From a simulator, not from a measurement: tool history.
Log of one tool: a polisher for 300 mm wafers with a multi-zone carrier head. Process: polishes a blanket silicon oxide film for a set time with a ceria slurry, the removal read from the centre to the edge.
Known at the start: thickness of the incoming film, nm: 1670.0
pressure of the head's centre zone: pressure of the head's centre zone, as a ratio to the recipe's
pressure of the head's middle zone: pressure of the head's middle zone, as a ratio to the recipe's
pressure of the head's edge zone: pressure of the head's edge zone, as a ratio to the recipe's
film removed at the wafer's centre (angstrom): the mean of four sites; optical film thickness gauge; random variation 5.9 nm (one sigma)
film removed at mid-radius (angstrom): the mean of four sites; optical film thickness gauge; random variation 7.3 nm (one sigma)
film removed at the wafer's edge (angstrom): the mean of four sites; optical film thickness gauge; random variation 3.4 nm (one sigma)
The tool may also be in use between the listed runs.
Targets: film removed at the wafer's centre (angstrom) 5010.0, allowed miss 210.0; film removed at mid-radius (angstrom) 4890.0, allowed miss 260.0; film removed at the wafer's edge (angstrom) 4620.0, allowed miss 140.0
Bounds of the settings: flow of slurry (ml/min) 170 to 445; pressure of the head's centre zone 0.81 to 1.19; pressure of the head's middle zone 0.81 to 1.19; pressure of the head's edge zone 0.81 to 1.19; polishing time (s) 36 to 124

run,hour,flow of slurry (ml/min),pressure of the head's centre zone,pressure of the head's middle zone,pressure of the head's edge zone,polishing time (s),film removed at the wafer's centre (angstrom),film removed at mid-radius (angstrom),film removed at the wafer's edge (angstrom)
1,0.0,285,1.00,1.00,1.00,79,3647.1,3559.5,3465.8
2,8.1,285,1.00,1.00,1.00,64,2909.8,2852.6,2851.3
3,16.8,285,1.00,1.00,1.07,64,2879.3,2824.5,2959.3
4,17.4,290,1.02,1.03,1.09,72,3384.3,3369.7,3346.4
5,21.2,295,1.04,1.04,1.11,77,3567.1,3577.7,3593.0
6,28.3,295,1.09,1.04,1.11,77,3695.4,3528.7,3584.1
7,33.2,300,1.11,1.06,1.12,82,4030.6,3857.4,3911.2
8,35.0,345,1.19,1.16,1.13,93,4878.8,4788.0,4431.0

Which of these 4 next moves meets every target?
A,36.8,360,1.15,1.14,1.13,96,?,?,?
B,36.8,280,1.19,1.19,1.14,92,?,?,?
C,36.8,365,1.16,1.19,1.13,91,?,?,?
D,36.8,360,1.07,1.19,1.12,92,?,?,?

move,film removed at the wafer's centre (angstrom),film removed at mid-radius (angstrom),film removed at the wafer's edge (angstrom)
A,4906.5,4771.7,4571.0
B,4744.2,4642.2,4331.5
C,4693.6,4688.7,4333.5
D,4412.7,4737.5,4357.9
A: meets every target
B: further off than the last run
C: further off than the last run
D: further off than the last run
The right move is A.
